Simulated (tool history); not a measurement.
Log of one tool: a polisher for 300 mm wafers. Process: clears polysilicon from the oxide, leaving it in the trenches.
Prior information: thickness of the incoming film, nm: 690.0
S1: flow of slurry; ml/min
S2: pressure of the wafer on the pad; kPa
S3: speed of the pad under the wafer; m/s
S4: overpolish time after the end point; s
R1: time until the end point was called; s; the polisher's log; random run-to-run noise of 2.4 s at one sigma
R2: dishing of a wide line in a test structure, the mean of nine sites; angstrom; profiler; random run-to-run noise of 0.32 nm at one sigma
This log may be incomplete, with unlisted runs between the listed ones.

run,hour,S1,S2,S3,S4,R1,R2
1,0,270,13.8,0.76,21,98.442,478.67
2,7.1,295,13.8,0.76,21,96.918,483.6
3,8.1,260,11.7,0.68,17,125.81,427.47
4,13.6,260,11.7,0.54,17,155.74,388.08
5,22.1,310,11.7,0.54,17,154.72,392.83
6,23.5,310,11.7,0.68,17,124.83,442.71
7,24.2,270,11,0.58,14,153.82,362.95
8,33.2,195,7.6,0.38,6,335.93,117.37
9,36.5,240,7.6,0.38,6,318.8,115.04
10,37.1,225,8.3,0.38,9,299.12,175.59

What will run 11 give?
11,41.2,250,8.3,0.38,9,?,?

{"run 11": {"R1": 292.54, "R2": 174.3}}
